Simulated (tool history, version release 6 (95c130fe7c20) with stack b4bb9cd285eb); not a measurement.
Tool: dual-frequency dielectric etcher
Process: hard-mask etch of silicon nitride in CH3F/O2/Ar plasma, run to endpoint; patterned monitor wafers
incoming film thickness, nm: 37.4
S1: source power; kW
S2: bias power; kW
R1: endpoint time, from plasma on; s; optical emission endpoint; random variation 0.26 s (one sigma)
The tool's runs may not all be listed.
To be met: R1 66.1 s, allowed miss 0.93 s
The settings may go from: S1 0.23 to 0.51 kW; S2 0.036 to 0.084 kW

run    day    S1     S2      R1
  1      0  0.37   0.06  56.529
  2  0.067  0.35   0.06  57.749
  3   0.35  0.35   0.07  54.444
  4  0.454  0.35   0.08  51.539
  5  0.662  0.32   0.08  53.109
  6  0.804  0.31  0.077  54.336
  7  0.846   0.3  0.074  55.996
  8  0.971  0.29  0.072  57.551
  9  1.183  0.28  0.071  58.366
 10  1.483  0.27   0.07  59.412
 11  1.621  0.27  0.069  59.845
 12  1.688  0.27  0.068   60.42
 13  2.025  0.27  0.067  60.712
 14  2.108  0.27  0.066  60.696
 15  2.354  0.27  0.065  61.107
 16  2.483  0.27  0.064  61.934
 17  2.633  0.25  0.062  63.966
 18  2.767  0.23  0.059  66.897

Which of these 4 next moves meets every target?
  A  2.9  0.23  0.058   ?
  B  2.9  0.23  0.056   ?
  C  2.9  0.23  0.062   ?
  D  2.9  0.25  0.051   ?

move      R1
   A  67.794
   B   68.72
   C  66.058
   D  69.212
A: further off than the last run
B: further off than the last run
C: meets every target
D: further off than the last run
Answer: C
